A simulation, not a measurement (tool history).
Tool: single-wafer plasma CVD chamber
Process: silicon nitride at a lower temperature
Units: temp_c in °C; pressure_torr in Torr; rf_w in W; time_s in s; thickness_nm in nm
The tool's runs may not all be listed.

Run 1, hour 0: temp_c 355 °C, pressure_torr 1.17 Torr, rf_w 390 W, time_s 33.1 s. Result: thickness_nm 44.611 nm.
Run 2, hour 2.2: temp_c 355 °C, pressure_torr 1.24 Torr, rf_w 390 W, time_s 33.1 s. Result: thickness_nm 45.346 nm.
Run 3, hour 6: temp_c 355 °C, pressure_torr 1.24 Torr, rf_w 390 W, time_s 34.1 s. Result: thickness_nm 46.704 nm.
Run 4, hour 8.3: temp_c 355 °C, pressure_torr 1.13 Torr, rf_w 375 W, time_s 34.1 s. Result: thickness_nm 44.587 nm.
Run 5, hour 14.7: temp_c 355 °C, pressure_torr 1.05 Torr, rf_w 375 W, time_s 34.1 s. Result: thickness_nm 43.536 nm.
At hour 19.2: thermocouple changed; heater temperature recalibrated.
Run 6, hour 19.2: temp_c 355 °C, pressure_torr 1.18 Torr, rf_w 375 W, time_s 34.1 s. Result: thickness_nm 45.167 nm.
Run 7, hour 21.7: temp_c 355 °C, pressure_torr 0.95 Torr, rf_w 350 W, time_s 34 s. Result: thickness_nm 41.305 nm.

Forecast run 8:
Run 8, hour 25.2: temp_c 355 °C, pressure_torr 0.9 Torr, rf_w 345 W, time_s 34 s. Result: thickness_nm ?.

Run 8 gave thickness_nm 40.477 nm.
